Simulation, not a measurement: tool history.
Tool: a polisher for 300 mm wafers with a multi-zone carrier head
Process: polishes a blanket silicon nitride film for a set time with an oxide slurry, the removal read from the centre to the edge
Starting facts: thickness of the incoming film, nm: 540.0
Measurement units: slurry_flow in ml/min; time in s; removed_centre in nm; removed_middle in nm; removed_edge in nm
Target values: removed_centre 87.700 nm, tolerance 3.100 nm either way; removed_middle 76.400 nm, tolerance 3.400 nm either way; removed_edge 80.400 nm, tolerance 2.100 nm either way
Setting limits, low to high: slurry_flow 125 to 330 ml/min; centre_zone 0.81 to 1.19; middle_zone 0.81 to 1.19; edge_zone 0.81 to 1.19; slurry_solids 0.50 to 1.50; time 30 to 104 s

run 1 hour=0.0 | slurry_flow=210 centre_zone=1.00 middle_zone=1.00 edge_zone=1.00 slurry_solids=1.00 time=67 | removed_centre=66.544 removed_middle=67.399 removed_edge=65.416
run 2 hour=0.7 | slurry_flow=220 centre_zone=1.03 middle_zone=1.00 edge_zone=1.03 slurry_solids=1.05 time=67 | removed_centre=70.768 removed_middle=66.978 removed_edge=66.803
run 3 hour=2.0 | slurry_flow=220 centre_zone=1.11 middle_zone=1.00 edge_zone=1.03 slurry_solids=1.05 time=67 | removed_centre=76.418 removed_middle=66.882 removed_edge=67.554
run 4 hour=9.2 | slurry_flow=220 centre_zone=1.11 middle_zone=1.05 edge_zone=1.03 slurry_solids=1.05 time=67 | removed_centre=76.708 removed_middle=69.969 removed_edge=66.762
run 5 hour=17.6 | slurry_flow=220 centre_zone=1.06 middle_zone=1.05 edge_zone=1.03 slurry_solids=1.05 time=67 | removed_centre=73.139 removed_middle=70.710 removed_edge=67.528
run 6 hour=25.8 | slurry_flow=240 centre_zone=1.06 middle_zone=1.05 edge_zone=1.03 slurry_solids=1.05 time=67 | removed_centre=74.216 removed_middle=70.009 removed_edge=68.357
run 7 hour=32.3 | slurry_flow=250 centre_zone=1.07 middle_zone=1.06 edge_zone=1.05 slurry_solids=1.10 time=67 | removed_centre=74.542 removed_middle=73.042 removed_edge=69.967
run 8 hour=33.8 | slurry_flow=255 centre_zone=1.09 middle_zone=1.05 edge_zone=1.07 slurry_solids=1.15 time=67 | removed_centre=79.511 removed_middle=74.296 removed_edge=72.170
run 9 hour=38.8 | slurry_flow=260 centre_zone=1.10 middle_zone=1.04 edge_zone=1.09 slurry_solids=1.20 time=67 | removed_centre=81.754 removed_middle=74.443 removed_edge=74.088
run 10 hour=41.0 | slurry_flow=265 centre_zone=1.10 middle_zone=1.04 edge_zone=1.11 slurry_solids=1.20 time=67 | removed_centre=81.608 removed_middle=74.344 removed_edge=75.697
run 11 hour=44.1 | slurry_flow=270 centre_zone=1.11 middle_zone=1.04 edge_zone=1.12 slurry_solids=1.20 time=67 | removed_centre=82.387 removed_middle=75.753 removed_edge=76.573
run 12 hour=47.4 | slurry_flow=275 centre_zone=1.12 middle_zone=1.04 edge_zone=1.13 slurry_solids=1.20 time=67 | removed_centre=83.397 removed_middle=76.475 removed_edge=75.827

Which of these 4 next moves meets every target?
run A hour=50.7 | slurry_flow=260 centre_zone=1.07 middle_zone=0.95 edge_zone=1.14 slurry_solids=1.30 time=71 | removed_centre=? removed_middle=? removed_edge=?
run B hour=50.7 | slurry_flow=230 centre_zone=1.12 middle_zone=0.89 edge_zone=1.07 slurry_solids=1.25 time=78 | removed_centre=? removed_middle=? removed_edge=?
run C hour=50.7 | slurry_flow=235 centre_zone=1.12 middle_zone=1.00 edge_zone=1.12 slurry_solids=1.35 time=68 | removed_centre=? removed_middle=? removed_edge=?
run D hour=50.7 | slurry_flow=290 centre_zone=1.16 middle_zone=1.07 edge_zone=1.16 slurry_solids=1.25 time=72 | removed_centre=? removed_middle=? removed_edge=?

move=A removed_centre=88.073 removed_middle=74.833 removed_edge=84.579
move=B removed_centre=98.144 removed_middle=75.572 removed_edge=87.720
move=C removed_centre=88.495 removed_middle=75.032 removed_edge=80.683
move=D removed_centre=96.688 removed_middle=83.529 removed_edge=85.821
A: carries the result that was furthest off beyond its target, to the other side
B: carries the result that was furthest off beyond its target, to the other side
C: in spec on every target
D: carries the result that was furthest off beyond its target, to the other side
Go with C: it meets all targets.
